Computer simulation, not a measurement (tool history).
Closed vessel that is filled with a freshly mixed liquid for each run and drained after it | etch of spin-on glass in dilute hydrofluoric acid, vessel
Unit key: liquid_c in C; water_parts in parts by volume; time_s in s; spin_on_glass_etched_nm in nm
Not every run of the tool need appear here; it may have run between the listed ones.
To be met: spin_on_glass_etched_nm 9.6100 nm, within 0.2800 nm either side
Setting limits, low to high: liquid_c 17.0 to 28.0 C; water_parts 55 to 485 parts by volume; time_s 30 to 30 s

run,day,liquid_c,water_parts,time_s,spin_on_glass_etched_nm
1,0.000,20.0,270,30,3.7119
2,0.329,20.0,215,30,4.9607
3,0.688,22.5,190,30,6.3480
4,0.892,24.0,180,30,7.0143
5,1.117,25.0,170,30,7.8573
6,1.479,25.0,115,30,12.2460
7,1.567,23.0,115,30,11.4930
8,1.933,21.5,120,30,10.3340
9,2.033,21.0,120,30,10.0570

Exercise: of the 5 proposed moves below, exactly one satisfies all targets within the stated allowed misses. Which move is it?
A,2.133,20.5,125,30,?
B,2.133,18.0,105,30,?
C,2.133,24.0,150,30,?
D,2.133,17.0,100,30,?
E,2.133,22.0,120,30,?

move,spin_on_glass_etched_nm
A,9.5968
B,10.5360
C,8.9221
D,10.6650
E,10.6740
A: every result lands within tolerance
B: further off than the last run
C: carries the result that was furthest off beyond its target, to the other side
D: further off than the last run
E: further off than the last run
Correct choice: A, which meets every target
